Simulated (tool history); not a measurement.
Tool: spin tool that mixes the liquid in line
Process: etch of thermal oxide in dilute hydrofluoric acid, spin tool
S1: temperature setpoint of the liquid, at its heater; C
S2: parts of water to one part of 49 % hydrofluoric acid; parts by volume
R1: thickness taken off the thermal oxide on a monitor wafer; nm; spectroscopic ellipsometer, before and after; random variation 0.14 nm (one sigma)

{"run": 1, "day": 0.0, "S1": 20, "S2": 130, "time under the liquid (s)": 325, "R1": 10.265}
{"run": 2, "day": 0.325, "S1": 21.5, "S2": 130, "time under the liquid (s)": 325, "R1": 10.776}
{"run": 3, "day": 0.488, "S1": 23, "S2": 125, "time under the liquid (s)": 325, "R1": 12.107}
{"run": 4, "day": 0.525, "S1": 23, "S2": 165, "time under the liquid (s)": 325, "R1": 8.6555}
{"run": 5, "day": 0.783, "S1": 26.5, "S2": 165, "time under the liquid (s)": 325, "R1": 9.8178}
{"run": 6, "day": 1.054, "S1": 27, "S2": 155, "time under the liquid (s)": 325, "R1": 10.908}
{"run": 7, "day": 1.167, "S1": 27, "S2": 150, "time under the liquid (s)": 325, "R1": 11.204}

Forecast run 8:
{"day": 1.4, "done": "hydrofluoric acid flow meter replaced"}
{"run": 8, "day": 1.4, "S1": 27, "S2": 145, "time under the liquid (s)": 325, "R1": "?"}

R1: 12.667 nm
